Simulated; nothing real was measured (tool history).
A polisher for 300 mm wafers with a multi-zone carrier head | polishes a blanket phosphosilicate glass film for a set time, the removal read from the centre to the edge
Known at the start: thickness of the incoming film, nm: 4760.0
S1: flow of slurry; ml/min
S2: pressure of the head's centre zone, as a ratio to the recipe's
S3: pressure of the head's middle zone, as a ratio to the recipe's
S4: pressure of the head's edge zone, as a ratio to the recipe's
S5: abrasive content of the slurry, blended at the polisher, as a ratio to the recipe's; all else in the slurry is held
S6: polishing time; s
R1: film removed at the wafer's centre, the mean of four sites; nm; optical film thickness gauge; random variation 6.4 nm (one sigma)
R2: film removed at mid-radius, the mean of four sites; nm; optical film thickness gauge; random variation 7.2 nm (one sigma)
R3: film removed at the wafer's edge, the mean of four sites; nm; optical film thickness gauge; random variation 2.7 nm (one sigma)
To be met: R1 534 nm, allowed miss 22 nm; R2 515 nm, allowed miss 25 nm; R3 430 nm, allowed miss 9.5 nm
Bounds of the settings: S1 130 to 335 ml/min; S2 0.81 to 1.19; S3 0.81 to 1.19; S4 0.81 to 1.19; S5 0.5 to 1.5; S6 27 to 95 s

| run | day | S1 | S2 | S3 | S4 | S5 | S6 | R1 | R2 | R3 |
|---|---|---|---|---|---|---|---|---|---|---|
| 1 | 0 | 215 | 1 | 1 | 1 | 1 | 61 | 327.16 | 328.44 | 324.29 |
| 2 | 0.1 | 215 | 1 | 0.94 | 1 | 1 | 61 | 323.01 | 314.37 | 329.48 |
| 3 | 0.45 | 215 | 1 | 0.94 | 1 | 1 | 47 | 246.38 | 241.38 | 252.11 |
| 4 | 0.612 | 215 | 0.94 | 0.94 | 1 | 1 | 47 | 235.73 | 245.02 | 251.43 |
| 5 | 0.792 | 250 | 0.94 | 0.94 | 1 | 1 | 47 | 240.85 | 243.16 | 254.94 |
| 6 | 1.15 | 250 | 0.94 | 0.94 | 1.06 | 1 | 47 | 239.76 | 248.26 | 261.08 |
| 7 | 1.467 | 250 | 0.96 | 0.97 | 1.05 | 1.05 | 49 | 255.87 | 269.51 | 283.85 |
| 8 | 1.492 | 235 | 0.99 | 0.99 | 1.02 | 1.05 | 52 | 282.38 | 288.58 | 294.13 |
| 9 | 1.75 | 230 | 1.01 | 1.01 | 1 | 1.1 | 53 | 300.54 | 297.07 | 304.41 |
| 10 | 1.967 | 220 | 1.02 | 1.03 | 0.98 | 1.1 | 55 | 312.76 | 315.42 | 309.13 |
| 11 | 2.229 | 215 | 1.04 | 1.05 | 0.96 | 1.15 | 56 | 332.55 | 339.66 | 317.78 |
| 12 | 2.588 | 220 | 1.06 | 1.06 | 0.95 | 1.2 | 57 | 354.71 | 358.85 | 332.63 |
| 13 | 2.729 | 225 | 1.07 | 1.07 | 0.94 | 1.25 | 58 | 373.05 | 369.57 | 341.65 |

Which of these 5 next moves meets every target?
| A | 2.871 | 235 | 1.11 | 1.08 | 0.9 | 1.35 | 76 | ? | ? | ? |
| B | 2.871 | 200 | 1.06 | 1.18 | 0.81 | 1.35 | 82 | ? | ? | ? |
| C | 2.871 | 215 | 1.17 | 1.11 | 0.82 | 1 | 50 | ? | ? | ? |
| D | 2.871 | 210 | 1.17 | 1.16 | 0.87 | 1.35 | 73 | ? | ? | ? |
| E | 2.871 | 255 | 1.19 | 1.16 | 0.82 | 1.15 | 74 | ? | ? | ? |

| move | R1 | R2 | R3 |
|---|---|---|---|
| A | 539.28 | 518.02 | 454.81 |
| B | 541.3 | 586.48 | 459.7 |
| C | 316.28 | 294.84 | 243.77 |
| D | 536.76 | 518.52 | 424.7 |
| E | 528.03 | 499.92 | 396.42 |
A: takes the result that was furthest off past its target
B: takes the result that was furthest off past its target
C: further off than the last run
D: meets every target
E: nearer than the last run, and not there yet
Answer: D
